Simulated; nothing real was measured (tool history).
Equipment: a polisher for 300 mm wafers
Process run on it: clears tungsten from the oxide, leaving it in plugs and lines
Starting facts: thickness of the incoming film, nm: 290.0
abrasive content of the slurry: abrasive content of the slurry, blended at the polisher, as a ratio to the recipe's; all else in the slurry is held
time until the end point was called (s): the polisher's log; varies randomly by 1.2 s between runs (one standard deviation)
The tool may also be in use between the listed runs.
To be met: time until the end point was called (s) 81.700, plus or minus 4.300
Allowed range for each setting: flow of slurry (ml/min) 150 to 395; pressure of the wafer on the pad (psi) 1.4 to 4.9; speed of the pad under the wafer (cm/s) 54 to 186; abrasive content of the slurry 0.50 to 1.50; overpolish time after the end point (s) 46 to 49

run,hour,flow of slurry (ml/min),pressure of the wafer on the pad (psi),speed of the pad under the wafer (cm/s),abrasive content of the slurry,overpolish time after the end point (s),time until the end point was called (s)
1,0.0,250,3.1,118,1.00,46,59.810
2,1.9,250,3.1,118,1.00,46,58.655
3,5.7,250,2.9,118,1.00,46,60.748
4,8.5,250,2.6,116,1.00,46,67.098
5,10.7,250,2.4,116,1.00,46,73.075
6,12.0,250,2.4,140,1.00,46,60.123
7,19.0,250,2.4,140,1.00,46,61.970
8,19.6,250,2.2,138,1.00,46,66.842
9,23.0,250,1.5,136,1.00,46,88.467

5 candidate next runs follow, results not yet known. Just one meets every target within its allowed miss. Identify it.
A,26.4,285,1.4,130,1.05,46,?
B,26.4,270,1.4,134,1.00,49,?
C,26.4,275,1.7,154,1.00,49,?
D,26.4,235,1.5,152,1.00,49,?
E,26.4,270,1.4,138,0.95,49,?

move,time until the end point was called (s)
A,97.466
B,96.030
C,72.787
D,82.206
E,94.193
A: moves away from the targets compared with the last run
B: moves away from the targets compared with the last run
C: takes the biggest miss from the last run beyond its target
D: hits every target within its allowed miss
E: moves away from the targets compared with the last run
The move that meets every target is D.
